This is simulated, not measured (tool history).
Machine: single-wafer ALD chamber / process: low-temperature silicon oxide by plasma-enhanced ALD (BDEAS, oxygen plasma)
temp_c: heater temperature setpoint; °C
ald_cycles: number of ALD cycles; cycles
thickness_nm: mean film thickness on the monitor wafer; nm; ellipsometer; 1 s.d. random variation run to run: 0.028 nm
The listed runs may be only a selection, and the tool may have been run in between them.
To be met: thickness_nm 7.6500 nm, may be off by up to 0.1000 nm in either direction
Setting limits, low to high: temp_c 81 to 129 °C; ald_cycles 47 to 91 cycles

Run 1, hour 0.0: temp_c 105 °C, ald_cycles 69 cycles. Result: thickness_nm 9.3112 nm.
Run 2, hour 7.2: temp_c 113 °C, ald_cycles 69 cycles. Result: thickness_nm 9.1819 nm.
Run 3, hour 10.7: temp_c 113 °C, ald_cycles 64 cycles. Result: thickness_nm 8.5702 nm.
Run 4, hour 19.5: temp_c 114 °C, ald_cycles 63 cycles. Result: thickness_nm 8.4058 nm.
Run 5, hour 25.7: temp_c 115 °C, ald_cycles 62 cycles. Result: thickness_nm 8.1445 nm.
Run 6, hour 34.6: temp_c 116 °C, ald_cycles 62 cycles. Result: thickness_nm 8.2058 nm.
Run 7, hour 40.3: temp_c 117 °C, ald_cycles 61 cycles. Result: thickness_nm 8.0482 nm.
Run 8, hour 49.2: temp_c 124 °C, ald_cycles 58 cycles. Result: thickness_nm 7.5481 nm.

Which single option among these 4 for the next run brings every result within its allowed miss of target? Just one does.
Run A, hour 58.1: temp_c 115 °C, ald_cycles 58 cycles. Result: thickness_nm ?.
Run B, hour 58.1: temp_c 128 °C, ald_cycles 58 cycles. Result: thickness_nm ?.
Run C, hour 58.1: temp_c 117 °C, ald_cycles 60 cycles. Result: thickness_nm ?.
Run D, hour 58.1: temp_c 129 °C, ald_cycles 62 cycles. Result: thickness_nm ?.

move  thickness_nm
   A        7.7075
   B        7.5000
   C        7.9402
   D        8.0001
A: each result inside its tolerance
B: lands further from the targets than the last run did
C: carries the result that was furthest off beyond its target, to the other side
D: carries the result that was furthest off beyond its target, to the other side
Go with A: it meets all targets.
